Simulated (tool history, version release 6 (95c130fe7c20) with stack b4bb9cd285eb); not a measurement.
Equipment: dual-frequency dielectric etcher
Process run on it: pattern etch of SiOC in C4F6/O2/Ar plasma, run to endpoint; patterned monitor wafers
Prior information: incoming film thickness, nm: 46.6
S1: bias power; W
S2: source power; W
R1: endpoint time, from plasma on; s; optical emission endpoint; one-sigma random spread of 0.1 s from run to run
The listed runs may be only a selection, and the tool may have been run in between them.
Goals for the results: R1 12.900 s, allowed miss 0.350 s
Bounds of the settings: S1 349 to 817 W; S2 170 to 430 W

| run | hour | S1 | S2 | R1 |
|---|---|---|---|---|
| 1 | 0.0 | 583 | 300 | 15.241 |
| 2 | 3.5 | 612 | 310 | 14.636 |
| 3 | 5.1 | 633 | 310 | 14.438 |
| 4 | 9.9 | 559 | 310 | 15.043 |
| 5 | 11.8 | 467 | 310 | 15.953 |
| 6 | 14.6 | 526 | 310 | 15.195 |
| 7 | 16.0 | 526 | 310 | 15.511 |
|  | 24.9 | bias power generator calibrated |
| 8 | 24.9 | 559 | 320 | 15.052 |
| 9 | 25.5 | 590 | 330 | 14.627 |
| 10 | 30.7 | 615 | 340 | 14.070 |
| 11 | 38.5 | 631 | 340 | 14.091 |

4 next moves are on the table. One of them brings every result within its allowed miss. Which?
| A | 46.3 | 720 | 410 | ? |
| B | 46.3 | 779 | 390 | ? |
| C | 46.3 | 578 | 340 | ? |
| D | 46.3 | 695 | 380 | ? |

| move | R1 |
|---|---|
| A | 12.110 |
| B | 12.082 |
| C | 14.290 |
| D | 12.718 |
A: moves the result that the last run missed by most past its target, out the other side
B: moves the result that the last run missed by most past its target, out the other side
C: lands further from the targets than the last run did
D: in spec on every target
The move that meets every target is D.
